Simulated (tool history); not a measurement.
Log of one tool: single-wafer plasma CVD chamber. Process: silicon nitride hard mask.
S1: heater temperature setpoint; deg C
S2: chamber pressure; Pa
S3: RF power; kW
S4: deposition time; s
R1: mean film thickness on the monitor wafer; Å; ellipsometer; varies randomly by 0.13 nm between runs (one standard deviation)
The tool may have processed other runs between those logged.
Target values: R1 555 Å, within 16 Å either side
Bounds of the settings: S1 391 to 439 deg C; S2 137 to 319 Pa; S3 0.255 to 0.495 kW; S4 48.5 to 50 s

run  hour   S1   S2     S3    S4      R1
  1     0  415  228  0.375  48.5   679.4
  2   3.8  415  208   0.35  48.5  636.39
  3     5  415  208  0.395  48.5   666.8
  4  12.5  415  187  0.375  48.5  619.93
  5  19.2  415  187   0.35  48.5  602.22
  6  25.5  411  187   0.35  48.5  606.37
  7  30.3  412  147  0.315  48.5  502.18
  8  33.7  412  157  0.315  48.5  526.76

Exercise: of the 5 proposed moves below, exactly one satisfies all targets within the stated allowed misses. Which move is it?
  A  37.1  418  157  0.255  48.5   ?
  B  37.1  418  145  0.315    50   ?
  C  37.1  408  155   0.28  48.5   ?
  D  37.1  419  137  0.335  48.5   ?
  E  37.1  407  188   0.26  48.9   ?

move      R1
   A  489.73
   B  513.55
   C  502.24
   D  485.95
   E  553.33
A: further off than the last run
B: further off than the last run
C: further off than the last run
D: further off than the last run
E: every result within its allowed miss
Move E is the one to make.
